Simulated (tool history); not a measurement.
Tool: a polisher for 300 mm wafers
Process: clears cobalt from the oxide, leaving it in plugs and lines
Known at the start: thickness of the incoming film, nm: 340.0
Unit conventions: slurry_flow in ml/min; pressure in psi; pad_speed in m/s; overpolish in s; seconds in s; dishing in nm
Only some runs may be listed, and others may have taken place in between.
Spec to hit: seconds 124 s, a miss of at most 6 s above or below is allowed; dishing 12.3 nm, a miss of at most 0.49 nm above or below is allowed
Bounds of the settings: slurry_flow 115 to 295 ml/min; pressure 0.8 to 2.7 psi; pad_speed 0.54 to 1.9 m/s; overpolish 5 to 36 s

| run | day | slurry_flow | pressure | pad_speed | overpolish | seconds | dishing |
|---|---|---|---|---|---|---|---|
| 1 | 0 | 190 | 1.7 | 1.22 | 18 | 70.964 | 45.944 |
| 2 | 0.329 | 170 | 1.5 | 1.02 | 14 | 91.752 | 34.424 |
| 3 | 0.508 | 170 | 1.5 | 1.2 | 14 | 82.194 | 37.193 |
| 4 | 0.546 | 150 | 1.4 | 0.98 | 11 | 103.28 | 26.338 |
| 5 | 0.617 | 150 | 1.4 | 0.98 | 5 | 106.54 | 14.128 |
| 6 | 0.946 | 175 | 1.4 | 0.84 | 5 | 116.02 | 13.334 |
| 7 | 0.983 | 225 | 1.2 | 0.78 | 5 | 132.31 | 11.099 |
| 8 | 1.146 | 200 | 1.4 | 0.78 | 6 | 118.21 | 15.166 |
| 9 | 1.283 | 210 | 1.3 | 0.8 | 6 | 123.63 | 14.482 |
| 10 | 1.342 | 230 | 1.2 | 0.84 | 6 | 126.28 | 13.943 |
| 11 | 1.479 | 250 | 1.3 | 0.78 | 6 | 124.78 | 14.274 |
| 12 | 1.612 | 215 | 1.3 | 0.82 | 6 | 123.13 | 14.797 |
| 13 | 1.738 | 265 | 1.2 | 0.7 | 5 | 145.06 | 10.978 |

4 next moves are on the table. One of them brings every result within its allowed miss. Which?
| A | 1.862 | 280 | 1.1 | 0.62 | 5 | ? | ? |
| B | 1.862 | 265 | 1.2 | 0.88 | 5 | ? | ? |
| C | 1.862 | 285 | 1 | 0.64 | 8 | ? | ? |
| D | 1.862 | 295 | 1.1 | 0.54 | 5 | ? | ? |

| move | seconds | dishing |
|---|---|---|
| A | 167.13 | 9.2979 |
| B | 121.53 | 12.398 |
| C | 178.94 | 13.366 |
| D | 181.51 | 8.6174 |
A: further off than the last run
B: meets every target
C: further off than the last run
D: further off than the last run
B is the move that brings every result within its allowed miss.
